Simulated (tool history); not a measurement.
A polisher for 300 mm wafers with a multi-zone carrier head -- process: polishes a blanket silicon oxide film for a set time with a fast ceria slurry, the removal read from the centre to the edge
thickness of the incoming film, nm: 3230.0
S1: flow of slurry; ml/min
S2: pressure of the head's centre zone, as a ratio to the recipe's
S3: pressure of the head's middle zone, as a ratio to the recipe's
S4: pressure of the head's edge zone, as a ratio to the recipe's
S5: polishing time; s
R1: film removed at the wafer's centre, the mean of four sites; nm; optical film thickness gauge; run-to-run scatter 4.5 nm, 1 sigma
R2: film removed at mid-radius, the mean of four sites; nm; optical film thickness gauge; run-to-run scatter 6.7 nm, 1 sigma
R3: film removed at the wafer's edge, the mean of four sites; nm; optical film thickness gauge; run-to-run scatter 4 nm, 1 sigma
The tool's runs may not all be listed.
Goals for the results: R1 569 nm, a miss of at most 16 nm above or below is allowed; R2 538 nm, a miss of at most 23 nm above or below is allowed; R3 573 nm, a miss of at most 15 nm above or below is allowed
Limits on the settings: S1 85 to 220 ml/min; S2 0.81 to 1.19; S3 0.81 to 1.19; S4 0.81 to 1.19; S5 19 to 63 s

run	hour	S1	S2	S3	S4	S5	R1	R2	R3
1	0	140	1	1	1	41	657.86	670.51	673.3
2	1.9	135	1	0.99	0.99	41	655.39	659.45	673.42
3	2.8	130	1	0.98	0.98	41	634.89	653.48	660.69
4	7.6	130	0.94	0.98	0.98	41	621.9	644.64	660.52
5	13.3	130	0.94	1.05	0.98	41	621.29	682	669.78
6	18.1	130	0.87	1.05	0.98	41	593.38	682.67	655.89
7	24.5	130	0.88	1.03	0.97	41	590.37	662.69	662.55
8	25.9	130	0.89	1.02	0.96	41	596.31	668.29	660.23
9	26.4	95	0.97	0.92	0.86	38	533.94	522.94	559.29

Consider the 4 candidate settings below. Which is the only one whose results all fall within their allowed miss of target?
A	26.9	95	0.95	0.84	0.9	39	?	?	?
B	26.9	90	1	0.91	0.94	37	?	?	?
C	26.9	95	0.99	0.99	0.82	37	?	?	?
D	26.9	95	1	0.91	0.86	40	?	?	?

move	R1	R2	R3
A	545.94	503.06	575.6
B	525.79	501.65	549.39
C	532.42	547.11	525.54
D	579.03	551.14	579.29
A: nearer than the last run, and not there yet
B: lands further from the targets than the last run did
C: lands further from the targets than the last run did
D: all results in spec
Move D is the one to make.
